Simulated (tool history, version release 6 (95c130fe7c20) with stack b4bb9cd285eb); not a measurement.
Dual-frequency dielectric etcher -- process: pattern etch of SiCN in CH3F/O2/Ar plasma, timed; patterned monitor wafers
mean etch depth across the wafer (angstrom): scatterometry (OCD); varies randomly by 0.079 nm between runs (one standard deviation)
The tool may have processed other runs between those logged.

| run | hour | source power (kW) | bias power (kW) | etch time (s) | mean etch depth across the wafer (angstrom) |
|---|---|---|---|---|---|
| 1 | 0 | 0.39 | 0.065 | 73 | 222 |
| 2 | 2 | 0.35 | 0.063 | 73 | 211.55 |
| 3 | 9.1 | 0.35 | 0.072 | 73 | 225.82 |
| 4 | 9.9 | 0.32 | 0.068 | 73 | 214.24 |
|  | 14.6 | wet clean of the chamber |
| 5 | 14.6 | 0.32 | 0.068 | 73 | 219.66 |
| 6 | 20.5 | 0.27 | 0.068 | 73 | 209.2 |
| 7 | 23.9 | 0.26 | 0.065 | 73 | 204.2 |

Run 8 comes next. What will it give?
| 8 | 24.9 | 0.25 | 0.062 | 73 | ? |

mean etch depth across the wafer (angstrom): 196.95

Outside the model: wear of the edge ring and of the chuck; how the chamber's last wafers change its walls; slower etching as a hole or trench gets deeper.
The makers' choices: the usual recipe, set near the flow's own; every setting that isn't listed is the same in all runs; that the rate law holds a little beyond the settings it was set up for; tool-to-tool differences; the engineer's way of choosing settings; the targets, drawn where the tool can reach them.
